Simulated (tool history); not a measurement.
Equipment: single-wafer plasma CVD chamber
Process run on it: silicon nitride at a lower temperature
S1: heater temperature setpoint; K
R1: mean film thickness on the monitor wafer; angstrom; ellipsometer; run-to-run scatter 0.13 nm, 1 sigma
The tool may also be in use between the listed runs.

Run 1, day 0: S1 643.15 K, chamber pressure (Torr) 1.99, RF power (W) 330, deposition time (s) 31.4. Result: R1 401.14 angstrom.
Run 2, day 0.267: S1 643.15 K, chamber pressure (Torr) 1.99, RF power (W) 330, deposition time (s) 31.4. Result: R1 399.94 angstrom.
Run 3, day 0.433: S1 643.15 K, chamber pressure (Torr) 1.83, RF power (W) 305, deposition time (s) 31.4. Result: R1 369.83 angstrom.
Run 4, day 0.608: S1 643.15 K, chamber pressure (Torr) 1.83, RF power (W) 305, deposition time (s) 31.4. Result: R1 368.85 angstrom.
Run 5, day 0.733: S1 652.15 K, chamber pressure (Torr) 1.83, RF power (W) 305, deposition time (s) 31.4. Result: R1 369.73 angstrom.
Run 6, day 0.771: S1 652.15 K, chamber pressure (Torr) 1.7, RF power (W) 290, deposition time (s) 31.4. Result: R1 344.8 angstrom.
Run 7, day 1.075: S1 652.15 K, chamber pressure (Torr) 1.59, RF power (W) 285, deposition time (s) 31.4. Result: R1 334.61 angstrom.
Run 8, day 1.329: S1 652.15 K, chamber pressure (Torr) 1.5, RF power (W) 285, deposition time (s) 31.4. Result: R1 331.19 angstrom.
Run 9, day 1.675: S1 652.15 K, chamber pressure (Torr) 1.43, RF power (W) 280, deposition time (s) 31.4. Result: R1 320.7 angstrom.
Run 10, day 1.746: S1 652.15 K, chamber pressure (Torr) 1.43, RF power (W) 280, deposition time (s) 31.4. Result: R1 323.01 angstrom.
Run 11, day 1.804: S1 652.15 K, chamber pressure (Torr) 1.38, RF power (W) 280, deposition time (s) 31.4. Result: R1 317.58 angstrom.
Run 12, day 2.129: S1 652.15 K, chamber pressure (Torr) 1.34, RF power (W) 280, deposition time (s) 31.4. Result: R1 316.64 angstrom.
Run 13, day 2.467: S1 652.15 K, chamber pressure (Torr) 1.31, RF power (W) 280, deposition time (s) 31.4. Result: R1 316.81 angstrom.

Run 14 comes next. What will it give?
Run 14, day 2.667: S1 652.15 K, chamber pressure (Torr) 1.28, RF power (W) 280, deposition time (s) 31.4. Result: R1 ?.

{"run 14": {"R1": 315.45}}
